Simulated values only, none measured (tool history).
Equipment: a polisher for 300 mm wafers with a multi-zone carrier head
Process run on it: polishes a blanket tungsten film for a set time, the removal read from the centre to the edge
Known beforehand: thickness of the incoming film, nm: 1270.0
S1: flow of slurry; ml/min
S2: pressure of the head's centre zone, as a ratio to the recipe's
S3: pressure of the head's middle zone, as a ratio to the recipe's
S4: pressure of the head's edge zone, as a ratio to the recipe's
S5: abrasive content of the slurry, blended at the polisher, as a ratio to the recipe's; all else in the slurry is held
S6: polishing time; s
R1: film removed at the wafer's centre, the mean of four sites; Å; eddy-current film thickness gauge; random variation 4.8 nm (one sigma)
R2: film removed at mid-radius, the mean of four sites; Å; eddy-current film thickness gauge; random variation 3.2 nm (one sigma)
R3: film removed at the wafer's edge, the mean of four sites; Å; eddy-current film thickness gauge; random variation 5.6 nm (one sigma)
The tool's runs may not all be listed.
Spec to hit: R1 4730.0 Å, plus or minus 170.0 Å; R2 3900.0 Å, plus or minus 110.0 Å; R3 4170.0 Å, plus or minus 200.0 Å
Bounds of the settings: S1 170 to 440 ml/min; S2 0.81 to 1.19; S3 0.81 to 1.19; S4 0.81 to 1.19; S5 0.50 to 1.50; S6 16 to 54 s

run	day	S1	S2	S3	S4	S5	S6	R1	R2	R3
1	0.000	280	1.00	1.00	1.00	1.00	35	3035.8	3103.0	3102.4
2	0.333	280	1.00	1.00	1.00	1.00	42	3687.5	3672.2	3804.9
3	0.538	280	1.00	1.00	0.92	1.00	42	3735.6	3754.6	3676.1
4	0.808	240	1.00	1.00	0.92	1.00	42	3608.7	3614.9	3588.6
5	0.842	240	1.00	1.00	0.87	1.00	42	3722.0	3661.7	3493.4
6	1.075	240	1.00	1.00	0.81	1.00	42	3646.9	3706.3	3358.0
7	1.358	250	1.02	0.99	0.83	1.05	42	3781.8	3724.3	3513.8
8	1.533	260	1.04	0.98	0.84	1.05	42	3872.2	3655.9	3559.2
9	1.883	270	1.06	0.98	0.85	1.05	42	3950.3	3655.2	3574.8
10	2.158	280	1.07	0.98	0.86	1.05	42	3917.0	3700.9	3579.9
11	2.262	285	1.08	0.97	0.86	1.10	42	4035.4	3715.8	3649.1
12	2.554	290	1.09	0.97	0.87	1.15	42	4220.2	3722.2	3617.0
13	2.838	295	1.09	0.97	0.89	1.15	42	4187.3	3793.2	3662.0
14	3.154	295	1.09	0.97	0.89	1.15	42	4254.1	3765.6	3790.1
15	3.333	300	1.10	0.97	0.90	1.15	42	4229.7	3773.4	3745.0
16	3.542	305	1.11	0.97	0.91	1.15	42	4270.3	3771.2	3777.5
17	3.875	310	1.12	0.97	0.92	1.15	42	4322.7	3769.2	3802.7

Pick the move, out of 4, that brings all results within their allowed miss; only one does.
A	4.208	260	1.09	0.84	1.01	1.15	47	?	?	?
B	4.208	265	1.11	0.89	0.91	1.10	48	?	?	?
C	4.208	360	0.98	0.92	1.01	0.95	44	?	?	?
D	4.208	355	1.04	1.01	0.93	1.10	43	?	?	?

move	R1	R2	R3
A	4616.9	3665.2	4273.9
B	4759.9	3889.3	4118.2
C	3797.9	3610.1	3879.6
D	4078.3	3945.9	3771.4
A: brings the result that was furthest off to its target, and leaves another outside
B: meets every target
C: lands further from the targets than the last run did
D: lands further from the targets than the last run did
The move that meets every target is B.
